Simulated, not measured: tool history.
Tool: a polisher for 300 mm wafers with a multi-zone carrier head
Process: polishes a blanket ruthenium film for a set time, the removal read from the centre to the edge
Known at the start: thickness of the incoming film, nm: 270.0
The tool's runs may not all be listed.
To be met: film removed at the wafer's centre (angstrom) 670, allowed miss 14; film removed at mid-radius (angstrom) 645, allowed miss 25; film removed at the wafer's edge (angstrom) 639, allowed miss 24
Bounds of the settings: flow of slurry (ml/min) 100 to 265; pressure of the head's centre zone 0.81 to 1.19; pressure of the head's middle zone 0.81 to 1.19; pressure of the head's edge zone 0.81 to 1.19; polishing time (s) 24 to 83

run    day  flow of slurry (ml/min)  pressure of the head's centre zone  pressure of the head's middle zone  pressure of the head's edge zone  polishing time (s)  film removed at the wafer's centre (angstrom)  film removed at mid-radius (angstrom)  film removed at the wafer's edge (angstrom)
  1      0                      170                                   1                                   1                                 1                  53                                         565.84                                 583.73                                       601.36
  2  0.258                      170                                   1                                1.06                                 1                  53                                         565.61                                 602.85                                       598.37
  3  0.625                      190                                1.02                                1.06                              1.01                  53                                         594.39                                 607.82                                       611.82
  4  0.717                      205                                1.03                                1.07                              1.01                  53                                          600.4                                 635.51                                       608.95
  5  0.975                      215                                1.05                                1.06                              1.03                  53                                         612.87                                 622.38                                       625.38
  6  1.029                      185                                1.05                                1.06                              1.03                  53                                         601.67                                 593.88                                        614.3
  7  1.208                      200                                1.07                                1.07                              1.03                  53                                          618.8                                 625.43                                       616.09
  8  1.479                      210                                1.09                                1.06                              1.04                  53                                         639.46                                 618.38                                       630.16

5 next moves are on the table. One of them brings every result within its allowed miss. Which?
  A  1.75                      190                                1.17                                0.98                              0.95                  55                                              ?                                      ?                                            ?
  B  1.75                      235                                1.13                                1.08                              1.07                  53                                              ?                                      ?                                            ?
  C  1.75                      235                                 1.1                                1.12                              0.93                  53                                              ?                                      ?                                            ?
  D  1.75                      210                                1.05                                1.05                              1.03                  53                                              ?                                      ?                                            ?
  E  1.75                      205                                   1                                1.02                              1.16                  53                                              ?                                      ?                                            ?

move  film removed at the wafer's centre (angstrom)  film removed at mid-radius (angstrom)  film removed at the wafer's edge (angstrom)
   A                                         688.17                                  592.9                                       613.42
   B                                         664.99                                 639.04                                       640.43
   C                                         649.44                                 659.49                                       596.96
   D                                         612.66                                 614.94                                       621.43
   E                                         584.52                                 597.97                                       659.63
A: takes the result that was furthest off past its target
B: meets every target
C: nearer than the last run, and not there yet
D: further off than the last run
E: further off than the last run
Answer: B

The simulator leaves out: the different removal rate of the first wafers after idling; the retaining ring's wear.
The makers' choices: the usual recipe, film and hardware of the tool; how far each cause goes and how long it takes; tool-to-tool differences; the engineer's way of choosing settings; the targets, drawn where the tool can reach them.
